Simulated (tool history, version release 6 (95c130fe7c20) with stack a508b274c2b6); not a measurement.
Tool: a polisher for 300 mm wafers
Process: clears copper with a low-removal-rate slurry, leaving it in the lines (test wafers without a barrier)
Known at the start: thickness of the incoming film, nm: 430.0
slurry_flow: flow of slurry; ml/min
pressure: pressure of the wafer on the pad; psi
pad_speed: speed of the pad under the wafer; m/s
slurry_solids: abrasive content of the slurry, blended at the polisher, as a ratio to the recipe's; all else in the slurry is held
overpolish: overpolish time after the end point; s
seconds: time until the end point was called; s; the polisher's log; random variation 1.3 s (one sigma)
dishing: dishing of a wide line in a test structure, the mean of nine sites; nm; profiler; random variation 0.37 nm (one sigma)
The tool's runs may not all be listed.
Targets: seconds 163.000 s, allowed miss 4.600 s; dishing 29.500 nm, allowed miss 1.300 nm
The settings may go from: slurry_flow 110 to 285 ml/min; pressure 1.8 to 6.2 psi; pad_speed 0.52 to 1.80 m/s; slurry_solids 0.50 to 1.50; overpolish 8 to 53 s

run	day	slurry_flow	pressure	pad_speed	slurry_solids	overpolish	seconds	dishing
1	0.000	180	4.0	1.16	1.00	27	75.275	34.971
2	0.108	175	3.4	1.10	1.00	29	92.335	32.662
3	0.375	175	3.4	1.10	1.00	23	93.761	30.941
4	0.417	170	2.9	1.04	1.00	28	115.650	30.412
5	0.629	170	2.9	1.04	1.00	33	115.070	31.699
6	0.654	160	2.6	1.04	1.00	35	130.370	30.832
7	0.842	150	2.4	1.04	1.00	36	141.800	30.499
8	1.096	140	2.3	1.04	1.00	36	148.800	29.673
9	1.262	135	2.3	1.04	1.00	37	150.620	30.027
10	1.317	130	2.3	1.04	1.00	37	151.090	29.776
11	1.479	125	2.0	1.04	1.00	39	172.890	27.880
12	1.550	170	2.1	1.04	1.00	43	154.190	29.816
13	1.854	165	2.1	1.04	1.00	43	155.880	29.356
14	1.917	160	2.1	1.04	1.00	43	156.540	29.819

Which of these 4 next moves meets every target?
A	1.979	120	2.4	1.00	1.15	41	?	?
B	1.979	160	1.9	1.20	0.75	45	?	?
C	1.979	140	3.2	0.72	0.90	49	?	?
D	1.979	165	2.1	1.10	1.05	40	?	?

move	seconds	dishing
A	147.790	30.869
B	162.460	29.888
C	158.170	32.883
D	146.380	30.205
A: further off than the last run
B: meets every target
C: further off than the last run
D: further off than the last run
Answer: B
